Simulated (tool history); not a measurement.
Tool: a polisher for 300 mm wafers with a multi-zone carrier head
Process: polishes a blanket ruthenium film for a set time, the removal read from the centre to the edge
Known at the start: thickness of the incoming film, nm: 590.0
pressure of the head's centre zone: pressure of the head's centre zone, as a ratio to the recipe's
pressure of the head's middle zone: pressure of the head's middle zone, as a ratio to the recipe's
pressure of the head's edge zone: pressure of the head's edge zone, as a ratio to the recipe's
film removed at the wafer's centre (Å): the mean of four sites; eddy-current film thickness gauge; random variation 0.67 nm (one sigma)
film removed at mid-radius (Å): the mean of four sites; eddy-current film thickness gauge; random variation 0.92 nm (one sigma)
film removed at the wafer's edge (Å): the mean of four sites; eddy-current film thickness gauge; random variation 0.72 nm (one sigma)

| run | hour | flow of slurry (ml/min) | pressure of the head's centre zone | pressure of the head's middle zone | pressure of the head's edge zone | polishing time (s) | film removed at the wafer's centre (Å) | film removed at mid-radius (Å) | film removed at the wafer's edge (Å) |
|---|---|---|---|---|---|---|---|---|---|
| 1 | 0 | 145 | 1 | 1 | 1 | 72 | 817.06 | 816.11 | 820.07 |
| 2 | 2.4 | 175 | 1 | 1 | 1 | 72 | 859.38 | 844.89 | 840.03 |
| 3 | 4.7 | 175 | 1 | 1 | 0.97 | 72 | 848.85 | 859.56 | 834.04 |
| 4 | 5.5 | 175 | 1 | 1.06 | 0.97 | 72 | 856.49 | 895.61 | 824.65 |
| 5 | 10.2 | 175 | 1 | 1.06 | 0.97 | 82 | 966.59 | 1040.8 | 933.03 |
| 6 | 12.1 | 175 | 1 | 1.06 | 0.97 | 66 | 773.27 | 806.06 | 750.7 |
| 7 | 17.7 | 175 | 0.99 | 1.07 | 1.01 | 71 | 832.81 | 885.66 | 826.06 |
| 8 | 22.9 | 180 | 0.98 | 1.09 | 1.05 | 74 | 856.96 | 942.81 | 872.01 |
| 9 | 26.1 | 185 | 0.98 | 1.1 | 1.08 | 77 | 906.62 | 1008.6 | 919.03 |
| 10 | 27 | 190 | 0.97 | 1.1 | 1.1 | 79 | 913.69 | 1014.9 | 964.89 |
| 11 | 32.3 | 195 | 0.97 | 1.11 | 1.12 | 81 | 950.55 | 1069.4 | 1000.4 |
| 12 | 35.7 | 195 | 0.97 | 1.11 | 1.12 | 81 | 940.57 | 1064.3 | 992.91 |
| 13 | 40.2 | 200 | 0.97 | 1.12 | 1.13 | 82 | 974.65 | 1105.9 | 1029 |

Run 14 comes next. What will it give?
| 14 | 44.9 | 205 | 0.97 | 1.13 | 1.14 | 82 | ? | ? | ? |

Run 14 gave film removed at the wafer's centre (Å) 966.28, film removed at mid-radius (Å) 1110.1, film removed at the wafer's edge (Å) 1025.9.
